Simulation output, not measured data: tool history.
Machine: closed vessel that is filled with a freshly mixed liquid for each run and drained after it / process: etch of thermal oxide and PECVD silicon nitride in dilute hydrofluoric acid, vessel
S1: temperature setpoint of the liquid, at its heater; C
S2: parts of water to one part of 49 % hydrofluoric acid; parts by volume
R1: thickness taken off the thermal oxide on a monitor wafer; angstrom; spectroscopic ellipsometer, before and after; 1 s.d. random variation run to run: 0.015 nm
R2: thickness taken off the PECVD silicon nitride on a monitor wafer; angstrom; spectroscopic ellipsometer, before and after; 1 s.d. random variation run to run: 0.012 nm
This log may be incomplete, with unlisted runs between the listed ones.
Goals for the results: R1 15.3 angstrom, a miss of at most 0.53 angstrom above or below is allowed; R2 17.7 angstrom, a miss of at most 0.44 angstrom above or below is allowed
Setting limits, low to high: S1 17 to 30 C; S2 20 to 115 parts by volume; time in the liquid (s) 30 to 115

{"run": 1, "hour": 0.0, "S1": 22, "S2": 65, "time in the liquid (s)": 60, "R1": 40.221, "R2": 48.021}
{"run": 2, "hour": 2.2, "S1": 25.5, "S2": 65, "time in the liquid (s)": 60, "R1": 45.307, "R2": 61.172}
{"run": 3, "hour": 9.9, "S1": 25.5, "S2": 45, "time in the liquid (s)": 60, "R1": 67.091, "R2": 86.783}
{"run": 4, "hour": 15.5, "S1": 25.5, "S2": 35, "time in the liquid (s)": 60, "R1": 88.01, "R2": 113.31}
{"run": 5, "hour": 23.7, "S1": 22, "S2": 35, "time in the liquid (s)": 60, "R1": 76.008, "R2": 88.591}
{"run": 6, "hour": 28.2, "S1": 22, "S2": 25, "time in the liquid (s)": 60, "R1": 107.76, "R2": 123.07}
{"run": 7, "hour": 31.8, "S1": 18, "S2": 50, "time in the liquid (s)": 60, "R1": 44.294, "R2": 47.889}
{"run": 8, "hour": 38.9, "S1": 18, "S2": 60, "time in the liquid (s)": 60, "R1": 37.349, "R2": 39.719}
{"run": 9, "hour": 40.0, "S1": 18, "S2": 70, "time in the liquid (s)": 60, "R1": 30.961, "R2": 34.174}
{"run": 10, "hour": 43.1, "S1": 18, "S2": 75, "time in the liquid (s)": 60, "R1": 29.001, "R2": 31.813}
{"run": 11, "hour": 49.4, "S1": 18, "S2": 80, "time in the liquid (s)": 60, "R1": 26.833, "R2": 29.939}
{"run": 12, "hour": 52.8, "S1": 18, "S2": 85, "time in the liquid (s)": 60, "R1": 25.068, "R2": 28.256}
{"run": 13, "hour": 61.7, "S1": 18, "S2": 90, "time in the liquid (s)": 60, "R1": 23.269, "R2": 26.851}
{"run": 14, "hour": 68.5, "S1": 18, "S2": 95, "time in the liquid (s)": 60, "R1": 22.108, "R2": 25.55}
{"run": 15, "hour": 69.8, "S1": 18, "S2": 100, "time in the liquid (s)": 60, "R1": 20.731, "R2": 24.189}
{"run": 16, "hour": 78.4, "S1": 17.5, "S2": 110, "time in the liquid (s)": 55, "R1": 16.845, "R2": 19.643}
{"run": 17, "hour": 80.1, "S1": 17.5, "S2": 110, "time in the liquid (s)": 55, "R1": 17.208, "R2": 19.379}

Which single option among these 4 for the next run brings every result within its allowed miss of target? Just one does.
{"run": "A", "hour": 81.8, "S1": 17, "S2": 90, "time in the liquid (s)": 40, "R1": "?", "R2": "?"}
{"run": "B", "hour": 81.8, "S1": 17, "S2": 80, "time in the liquid (s)": 45, "R1": "?", "R2": "?"}
{"run": "C", "hour": 81.8, "S1": 21.5, "S2": 110, "time in the liquid (s)": 40, "R1": "?", "R2": "?"}
{"run": "D", "hour": 81.8, "S1": 17.5, "S2": 110, "time in the liquid (s)": 50, "R1": "?", "R2": "?"}

move=A R1=15.111 R2=16.525
move=B R1=19.33 R2=20.839
move=C R1=14.569 R2=18.498
move=D R1=15.457 R2=17.609
A: the result that was furthest off in the last run now lies on the other side of its target
B: misses by more than the last run did
C: nearer than the last run, and not there yet
D: hits every target within its allowed miss
D is the move that brings every result within its allowed miss.

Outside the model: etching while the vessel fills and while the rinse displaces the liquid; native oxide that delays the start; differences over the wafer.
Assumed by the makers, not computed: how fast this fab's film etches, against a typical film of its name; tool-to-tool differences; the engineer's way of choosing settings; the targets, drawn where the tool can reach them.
